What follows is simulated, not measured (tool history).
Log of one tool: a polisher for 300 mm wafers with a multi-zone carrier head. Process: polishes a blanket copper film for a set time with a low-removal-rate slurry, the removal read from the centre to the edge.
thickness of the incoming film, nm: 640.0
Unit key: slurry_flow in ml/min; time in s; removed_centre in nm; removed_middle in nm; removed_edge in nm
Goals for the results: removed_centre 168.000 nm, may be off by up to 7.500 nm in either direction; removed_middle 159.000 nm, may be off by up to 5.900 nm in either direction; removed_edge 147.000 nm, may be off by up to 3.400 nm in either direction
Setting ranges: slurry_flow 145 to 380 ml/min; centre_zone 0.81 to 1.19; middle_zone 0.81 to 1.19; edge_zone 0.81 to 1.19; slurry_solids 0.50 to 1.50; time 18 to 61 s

run    day  slurry_flow  centre_zone  middle_zone  edge_zone  slurry_solids  time  removed_centre  removed_middle  removed_edge
  1  0.000          245         1.00         1.00       1.00           1.00    39         118.020         116.130       117.060
  2  0.267          245         1.00         1.00       1.00           1.00    32          97.832          96.199        95.760
  3  0.579          245         1.07         1.00       1.00           1.00    32         104.950          95.924        96.799
  4  0.662          260         1.10         1.04       1.03           1.10    34         121.700         108.600       107.310
  5  1.004          260         1.10         1.04       1.03           1.20    34         123.710         112.360       111.320
  6  1.171          260         1.02         1.04       1.03           1.20    34         113.960         111.830       111.150
     1.208  -- slurry nozzle cleaned
  7  1.208          260         1.02         1.04       1.03           1.20    34         117.210         116.730       112.600
  8  1.250          275         1.04         1.07       1.06           1.25    34         125.240         121.320       117.070
  9  1.358          290         1.05         1.09       1.09           1.30    34         129.070         123.030       121.270
 10  1.433          295         1.06         1.11       1.09           1.35    35         133.600         132.060       126.240
 11  1.488          305         1.08         1.13       1.10           1.40    36         138.870         140.190       131.640
 12  1.708          325         1.18         1.14       1.11           1.50    40         175.240         160.960       150.750

Consider the 4 candidate settings below. Which is the only one whose results all fall within their allowed miss of target?
  A  1.929          335         1.19         1.09       1.07           1.50    42               ?               ?             ?
  B  1.929          310         1.11         1.09       1.02           1.30    43               ?               ?             ?
  C  1.929          345         1.19         1.18       1.09           1.40    41               ?               ?             ?
  D  1.929          360         1.08         1.07       1.11           1.50    41               ?               ?             ?

move  removed_centre  removed_middle  removed_edge
   A         189.310         162.460       153.350
   B         171.930         158.440       146.230
   C         181.670         166.760       148.140
   D         168.650         157.080       153.210
A: the biggest miss grows against the last run
B: every result within its allowed miss
C: the worst result of the last run now meets its target, but another is out of spec
D: the biggest miss grows against the last run
Move B is the one to make.
